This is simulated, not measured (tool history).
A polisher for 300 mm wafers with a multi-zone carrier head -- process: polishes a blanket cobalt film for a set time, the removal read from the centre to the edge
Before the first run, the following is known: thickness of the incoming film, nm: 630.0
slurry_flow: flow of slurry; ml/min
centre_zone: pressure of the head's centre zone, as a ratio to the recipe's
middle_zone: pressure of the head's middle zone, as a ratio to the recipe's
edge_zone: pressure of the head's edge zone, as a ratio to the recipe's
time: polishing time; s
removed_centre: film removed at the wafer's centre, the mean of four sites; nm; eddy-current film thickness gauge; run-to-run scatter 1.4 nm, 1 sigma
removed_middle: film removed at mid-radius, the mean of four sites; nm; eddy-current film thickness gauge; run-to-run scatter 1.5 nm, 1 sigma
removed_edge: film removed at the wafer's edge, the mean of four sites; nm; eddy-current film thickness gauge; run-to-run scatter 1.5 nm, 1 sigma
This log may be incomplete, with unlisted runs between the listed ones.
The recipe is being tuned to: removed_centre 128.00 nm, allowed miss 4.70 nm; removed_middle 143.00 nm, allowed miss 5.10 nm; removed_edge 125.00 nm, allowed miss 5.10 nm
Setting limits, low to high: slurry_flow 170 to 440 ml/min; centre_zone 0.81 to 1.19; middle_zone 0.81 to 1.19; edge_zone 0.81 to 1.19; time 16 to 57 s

Run 1, hour 0.0: slurry_flow 280 ml/min, centre_zone 1.00, middle_zone 1.00, edge_zone 1.00, time 36 s. Result: removed_centre 219.55 nm, removed_middle 224.21 nm, removed_edge 219.88 nm.
Run 2, hour 2.7: slurry_flow 280 ml/min, centre_zone 1.00, middle_zone 0.93, edge_zone 1.00, time 36 s. Result: removed_centre 222.36 nm, removed_middle 208.85 nm, removed_edge 219.24 nm.
Run 3, hour 5.4: slurry_flow 280 ml/min, centre_zone 0.99, middle_zone 0.95, edge_zone 0.96, time 32 s. Result: removed_centre 193.32 nm, removed_middle 189.08 nm, removed_edge 189.41 nm.
Run 4, hour 13.0: slurry_flow 280 ml/min, centre_zone 0.99, middle_zone 0.95, edge_zone 0.96, time 29 s. Result: removed_centre 176.50 nm, removed_middle 172.74 nm, removed_edge 171.98 nm.
Run 5, hour 13.6: slurry_flow 280 ml/min, centre_zone 0.99, middle_zone 0.95, edge_zone 0.89, time 29 s. Result: removed_centre 176.98 nm, removed_middle 170.91 nm, removed_edge 168.04 nm.
Run 6, hour 14.3: slurry_flow 285 ml/min, centre_zone 0.98, middle_zone 0.97, edge_zone 0.88, time 27 s. Result: removed_centre 164.51 nm, removed_middle 164.18 nm, removed_edge 154.17 nm.
Run 7, hour 22.5: slurry_flow 285 ml/min, centre_zone 0.98, middle_zone 0.97, edge_zone 0.88, time 27 s. Result: removed_centre 163.80 nm, removed_middle 164.72 nm, removed_edge 153.92 nm.
At hour 31.5: slurry nozzle cleaned.
Run 8, hour 31.5: slurry_flow 290 ml/min, centre_zone 0.96, middle_zone 0.97, edge_zone 0.87, time 26 s. Result: removed_centre 161.82 nm, removed_middle 164.60 nm, removed_edge 156.23 nm.

4 next moves are on the table. One of them brings every result within its allowed miss. Which?
Run A, hour 40.5: slurry_flow 355 ml/min, centre_zone 0.81, middle_zone 1.04, edge_zone 0.94, time 28 s. Result: removed_centre ?, removed_middle ?, removed_edge ?.
Run B, hour 40.5: slurry_flow 305 ml/min, centre_zone 1.17, middle_zone 0.84, edge_zone 0.88, time 29 s. Result: removed_centre ?, removed_middle ?, removed_edge ?.
Run C, hour 40.5: slurry_flow 320 ml/min, centre_zone 1.01, middle_zone 0.81, edge_zone 0.91, time 32 s. Result: removed_centre ?, removed_middle ?, removed_edge ?.
Run D, hour 40.5: slurry_flow 285 ml/min, centre_zone 0.93, middle_zone 1.05, edge_zone 0.85, time 21 s. Result: removed_centre ?, removed_middle ?, removed_edge ?.

move  removed_centre  removed_middle  removed_edge
   A          150.33          189.76        175.06
   B          221.74          168.02        174.37
   C          212.09          182.24        196.13
   D          126.54          140.09        123.36
A: lands further from the targets than the last run did
B: lands further from the targets than the last run did
C: lands further from the targets than the last run did
D: all results in spec
D is the move that brings every result within its allowed miss.

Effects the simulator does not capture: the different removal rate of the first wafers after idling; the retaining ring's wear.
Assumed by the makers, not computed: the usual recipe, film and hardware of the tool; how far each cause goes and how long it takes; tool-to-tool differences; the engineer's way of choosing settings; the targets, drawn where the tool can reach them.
